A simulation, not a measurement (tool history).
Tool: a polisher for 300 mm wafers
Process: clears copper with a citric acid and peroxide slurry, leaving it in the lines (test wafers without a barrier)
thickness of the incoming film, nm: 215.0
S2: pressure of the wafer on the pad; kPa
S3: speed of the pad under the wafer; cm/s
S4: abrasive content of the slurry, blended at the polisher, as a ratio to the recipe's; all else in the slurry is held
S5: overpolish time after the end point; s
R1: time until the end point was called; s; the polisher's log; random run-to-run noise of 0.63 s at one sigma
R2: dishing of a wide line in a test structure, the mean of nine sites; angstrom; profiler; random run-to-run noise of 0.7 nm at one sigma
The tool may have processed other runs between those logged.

Run 1, day 0.000: flow of slurry (ml/min) 215, S2 18.6 kPa, S3 96 cm/s, S4 1.00, S5 14 s. Result: R1 97.550 s, R2 208.98 angstrom.
Run 2, day 0.242: flow of slurry (ml/min) 215, S2 19.3 kPa, S3 96 cm/s, S4 1.00, S5 14 s. Result: R1 94.505 s, R2 216.63 angstrom.
Run 3, day 0.412: flow of slurry (ml/min) 215, S2 19.3 kPa, S3 96 cm/s, S4 0.85, S5 14 s. Result: R1 96.594 s, R2 210.74 angstrom.
Run 4, day 0.579: flow of slurry (ml/min) 215, S2 20.0 kPa, S3 96 cm/s, S4 0.85, S5 14 s. Result: R1 93.317 s, R2 220.61 angstrom.
Run 5, day 0.821: flow of slurry (ml/min) 215, S2 20.0 kPa, S3 78 cm/s, S4 0.85, S5 14 s. Result: R1 114.200 s, R2 176.50 angstrom.
Run 6, day 0.979: flow of slurry (ml/min) 215, S2 20.7 kPa, S3 78 cm/s, S4 0.85, S5 14 s. Result: R1 111.160 s, R2 193.17 angstrom.

What will run 7 give?
Run 7, day 1.242: flow of slurry (ml/min) 240, S2 25.5 kPa, S3 80 cm/s, S4 0.85, S5 15 s. Result: R1 ?, R2 ?.

R1: 87.975 s
R2: 248.20 angstrom
